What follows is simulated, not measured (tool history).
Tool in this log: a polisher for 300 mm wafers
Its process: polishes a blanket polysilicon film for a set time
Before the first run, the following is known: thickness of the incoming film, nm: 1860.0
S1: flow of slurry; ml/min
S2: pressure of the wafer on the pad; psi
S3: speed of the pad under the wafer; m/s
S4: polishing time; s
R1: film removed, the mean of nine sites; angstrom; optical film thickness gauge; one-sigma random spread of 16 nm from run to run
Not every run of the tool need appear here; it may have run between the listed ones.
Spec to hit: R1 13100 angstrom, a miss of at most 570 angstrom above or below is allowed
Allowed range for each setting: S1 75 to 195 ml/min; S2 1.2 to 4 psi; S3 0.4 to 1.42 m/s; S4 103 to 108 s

{"run": 1, "hour": 0.0, "S1": 125, "S2": 2.6, "S3": 0.9, "S4": 103, "R1": 8389.2}
{"run": 2, "hour": 5.9, "S1": 110, "S2": 2.6, "S3": 0.9, "S4": 103, "R1": 8333.5}
{"run": 3, "hour": 6.8, "S1": 110, "S2": 2.6, "S3": 0.9, "S4": 108, "R1": 8327.7}
{"run": 4, "hour": 15.4, "S1": 110, "S2": 2.6, "S3": 1.08, "S4": 108, "R1": 10364}
{"run": 5, "hour": 20.3, "S1": 120, "S2": 2.7, "S3": 1.08, "S4": 108, "R1": 10890}
{"run": 6, "hour": 28.9, "S1": 125, "S2": 2.8, "S3": 1.08, "S4": 108, "R1": 10994}
{"run": 7, "hour": 37.3, "S1": 125, "S2": 3, "S3": 1.08, "S4": 108, "R1": 11586}
{"run": 8, "hour": 43.7, "S1": 125, "S2": 3.1, "S3": 1.08, "S4": 108, "R1": 11972}
{"run": 9, "hour": 52.2, "S1": 125, "S2": 3.2, "S3": 1.08, "S4": 108, "R1": 12354}

5 next moves are on the table. One of them brings every result within its allowed miss. Which?
{"run": "A", "hour": 60.7, "S1": 135, "S2": 2.9, "S3": 1.1, "S4": 108, "R1": "?"}
{"run": "B", "hour": 60.7, "S1": 80, "S2": 3.6, "S3": 1.02, "S4": 108, "R1": "?"}
{"run": "C", "hour": 60.7, "S1": 130, "S2": 3, "S3": 1.4, "S4": 105, "R1": "?"}
{"run": "D", "hour": 60.7, "S1": 75, "S2": 3.6, "S3": 1.14, "S4": 108, "R1": "?"}
{"run": "E", "hour": 60.7, "S1": 160, "S2": 3.8, "S3": 0.92, "S4": 103, "R1": "?"}

move=A R1=11896
move=B R1=11891
move=C R1=14941
move=D R1=13069
move=E R1=12145
A: further off than the last run
B: further off than the last run
C: takes the result that was furthest off past its target
D: every result lands within tolerance
E: further off than the last run
So the answer is move D, the one that meets all the targets.

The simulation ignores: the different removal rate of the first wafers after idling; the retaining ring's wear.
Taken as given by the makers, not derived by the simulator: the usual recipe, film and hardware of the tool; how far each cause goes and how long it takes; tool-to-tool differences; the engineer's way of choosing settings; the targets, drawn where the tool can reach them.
